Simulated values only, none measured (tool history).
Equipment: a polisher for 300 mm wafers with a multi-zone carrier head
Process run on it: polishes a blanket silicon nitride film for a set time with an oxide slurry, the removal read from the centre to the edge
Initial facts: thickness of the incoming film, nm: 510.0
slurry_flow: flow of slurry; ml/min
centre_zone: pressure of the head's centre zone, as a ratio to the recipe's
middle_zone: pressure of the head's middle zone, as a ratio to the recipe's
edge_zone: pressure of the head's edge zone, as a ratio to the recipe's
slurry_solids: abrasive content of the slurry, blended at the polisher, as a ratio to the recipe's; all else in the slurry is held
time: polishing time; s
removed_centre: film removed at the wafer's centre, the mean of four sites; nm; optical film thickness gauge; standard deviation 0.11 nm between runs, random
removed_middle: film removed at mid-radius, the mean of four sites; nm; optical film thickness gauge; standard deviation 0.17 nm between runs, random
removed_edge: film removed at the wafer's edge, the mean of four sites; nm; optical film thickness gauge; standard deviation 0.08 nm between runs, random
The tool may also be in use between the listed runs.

Run 1, hour 0: slurry_flow 150 ml/min, centre_zone 1, middle_zone 1, edge_zone 1, slurry_solids 1, time 60 s. Result: removed_centre 28.633 nm, removed_middle 26.619 nm, removed_edge 27.393 nm.
Run 2, hour 8.9: slurry_flow 140 ml/min, centre_zone 0.98, middle_zone 1.01, edge_zone 0.97, slurry_solids 0.95, time 55 s. Result: removed_centre 24.332 nm, removed_middle 22.95 nm, removed_edge 23.457 nm.
Run 3, hour 12.9: slurry_flow 115 ml/min, centre_zone 0.98, middle_zone 1.01, edge_zone 0.97, slurry_solids 0.95, time 55 s. Result: removed_centre 22.862 nm, removed_middle 22.878 nm, removed_edge 22.687 nm.
Run 4, hour 18.7: slurry_flow 115 ml/min, centre_zone 0.98, middle_zone 1.09, edge_zone 0.97, slurry_solids 0.95, time 55 s. Result: removed_centre 23.334 nm, removed_middle 24.275 nm, removed_edge 22.689 nm.
Run 5, hour 26.1: slurry_flow 140 ml/min, centre_zone 0.98, middle_zone 1.09, edge_zone 0.97, slurry_solids 0.95, time 55 s. Result: removed_centre 24.281 nm, removed_middle 25.453 nm, removed_edge 23.333 nm.
Run 6, hour 27: slurry_flow 135 ml/min, centre_zone 0.97, middle_zone 1.09, edge_zone 0.95, slurry_solids 0.9, time 51 s. Result: removed_centre 21.341 nm, removed_middle 22.614 nm, removed_edge 20.567 nm.
Run 7, hour 33.1: slurry_flow 110 ml/min, centre_zone 0.87, middle_zone 1.1, edge_zone 0.85, slurry_solids 0.65, time 34 s. Result: removed_centre 9.1442 nm, removed_middle 10.291 nm, removed_edge 9.0977 nm.
Run 8, hour 36.6: slurry_flow 150 ml/min, centre_zone 0.85, middle_zone 1.14, edge_zone 0.91, slurry_solids 0.65, time 34 s. Result: removed_centre 9.5474 nm, removed_middle 11.339 nm, removed_edge 9.7997 nm.
Run 9, hour 42.9: slurry_flow 155 ml/min, centre_zone 0.85, middle_zone 1.14, edge_zone 0.91, slurry_solids 0.65, time 34 s. Result: removed_centre 9.6544 nm, removed_middle 11.482 nm, removed_edge 9.8797 nm.
Run 10, hour 47.2: slurry_flow 160 ml/min, centre_zone 0.85, middle_zone 1.14, edge_zone 0.91, slurry_solids 0.65, time 34 s. Result: removed_centre 9.8109 nm, removed_middle 11.38 nm, removed_edge 9.7889 nm.
Run 11, hour 47.8: slurry_flow 160 ml/min, centre_zone 0.85, middle_zone 1.14, edge_zone 0.92, slurry_solids 0.65, time 34 s. Result: removed_centre 9.7227 nm, removed_middle 11.476 nm, removed_edge 10.013 nm.

What does the tool deliver on the next run?
Run 12, hour 55.4: slurry_flow 165 ml/min, centre_zone 0.85, middle_zone 1.14, edge_zone 0.92, slurry_solids 0.65, time 34 s. Result: removed_centre ?, removed_middle ?, removed_edge ?.

removed_centre: 10.055 nm
removed_middle: 11.742 nm
removed_edge: 10.009 nm
